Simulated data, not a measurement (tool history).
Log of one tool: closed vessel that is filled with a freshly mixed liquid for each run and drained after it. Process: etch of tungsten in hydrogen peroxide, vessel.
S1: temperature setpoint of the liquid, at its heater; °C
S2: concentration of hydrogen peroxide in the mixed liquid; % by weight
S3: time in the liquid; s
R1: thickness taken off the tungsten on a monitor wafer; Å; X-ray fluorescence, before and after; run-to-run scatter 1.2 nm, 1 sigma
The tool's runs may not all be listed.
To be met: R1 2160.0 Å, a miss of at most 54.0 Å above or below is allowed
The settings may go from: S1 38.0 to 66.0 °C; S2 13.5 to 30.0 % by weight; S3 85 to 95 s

run,hour,S1,S2,S3,R1
1,0.0,54.0,25.5,85,2545.5
2,4.9,53.0,25.5,85,2411.7
3,9.3,52.5,25.5,85,2333.5
4,13.0,52.0,25.5,85,2254.2
5,16.9,55.5,25.5,85,2771.9
6,18.6,55.5,21.0,85,2513.1
7,22.6,55.0,21.0,85,2433.0
8,31.3,54.5,21.0,85,2403.5
9,33.1,54.0,21.0,85,2330.5
10,35.7,53.5,21.0,85,2231.6

Which of these 5 next moves meets every target?
A,38.3,53.5,22.5,90,?
B,38.3,51.0,21.0,95,?
C,38.3,51.0,23.5,95,?
D,38.3,54.0,17.5,95,?
E,38.3,55.0,20.0,85,?

move,R1
A,2472.0
B,2168.2
C,2293.7
D,2371.0
E,2406.8
A: lands further from the targets than the last run did
B: every result lands within tolerance
C: lands further from the targets than the last run did
D: lands further from the targets than the last run did
E: lands further from the targets than the last run did
Move B is the one to make.
